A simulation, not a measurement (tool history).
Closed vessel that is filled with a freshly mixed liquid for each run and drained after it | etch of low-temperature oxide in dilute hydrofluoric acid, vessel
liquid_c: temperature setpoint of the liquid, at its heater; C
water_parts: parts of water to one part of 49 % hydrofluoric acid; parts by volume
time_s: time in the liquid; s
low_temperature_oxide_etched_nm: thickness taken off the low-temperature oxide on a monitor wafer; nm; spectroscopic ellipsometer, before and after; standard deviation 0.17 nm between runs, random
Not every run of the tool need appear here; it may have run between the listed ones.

run	hour	liquid_c	water_parts	time_s	low_temperature_oxide_etched_nm
1	0	24	85	35	14.918
2	8.1	25	85	35	15.523
3	12.8	25	110	35	11.529
4	14.7	25	110	30	10.001
5	17.5	26	105	30	10.961
6	22.1	26	105	35	12.601
7	27.1	27	100	35	14.27

For run 8, what comes out?
8	35.2	28	100	35	?

Run 8 gave low_temperature_oxide_etched_nm 14.832 nm.
